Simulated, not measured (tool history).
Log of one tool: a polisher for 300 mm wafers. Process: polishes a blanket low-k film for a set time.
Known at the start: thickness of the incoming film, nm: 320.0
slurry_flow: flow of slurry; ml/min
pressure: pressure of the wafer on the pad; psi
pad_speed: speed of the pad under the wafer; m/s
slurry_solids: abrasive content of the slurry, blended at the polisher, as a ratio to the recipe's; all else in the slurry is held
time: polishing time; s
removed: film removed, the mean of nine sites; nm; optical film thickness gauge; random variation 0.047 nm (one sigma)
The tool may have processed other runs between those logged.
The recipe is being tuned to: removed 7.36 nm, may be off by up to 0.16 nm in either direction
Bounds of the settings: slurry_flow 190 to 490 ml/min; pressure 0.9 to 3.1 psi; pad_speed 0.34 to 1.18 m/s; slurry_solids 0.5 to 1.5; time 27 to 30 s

| run | hour | slurry_flow | pressure | pad_speed | slurry_solids | time | removed |
|---|---|---|---|---|---|---|---|
| 1 | 0 | 315 | 2 | 0.76 | 1 | 30 | 9.2613 |
| 2 | 4.8 | 310 | 1.9 | 0.76 | 1 | 30 | 8.9439 |
| 3 | 8.4 | 240 | 1.9 | 0.76 | 1 | 30 | 8.667 |
| 4 | 10.4 | 240 | 1.9 | 0.92 | 1 | 30 | 10.144 |
| 5 | 13.5 | 240 | 1.9 | 0.92 | 1 | 27 | 9.0049 |
| 6 | 14.2 | 240 | 1.9 | 1.02 | 1 | 27 | 9.8453 |
| 7 | 22 | 240 | 1.7 | 1.02 | 1 | 27 | 8.9058 |
| 8 | 25 | 240 | 1.6 | 1.02 | 1 | 27 | 8.4137 |
| 9 | 31.1 | 240 | 1.5 | 1.02 | 1 | 27 | 7.9456 |

Pick the move, out of 4, that brings all results within their allowed miss; only one does.
| A | 37.2 | 210 | 1.6 | 0.96 | 0.85 | 29 | ? |
| B | 37.2 | 195 | 1.2 | 1.02 | 0.95 | 30 | ? |
| C | 37.2 | 245 | 1.6 | 0.92 | 0.8 | 29 | ? |
| D | 37.2 | 250 | 1.4 | 1.04 | 0.85 | 30 | ? |

| move | removed |
|---|---|
| A | 7.7609 |
| B | 6.9643 |
| C | 7.3282 |
| D | 7.7554 |
A: gains on the last run, yet a result remains outside its allowed miss
B: pushes the last run's worst result past its target
C: each result inside its tolerance
D: gains on the last run, yet a result remains outside its allowed miss
The right move is C.
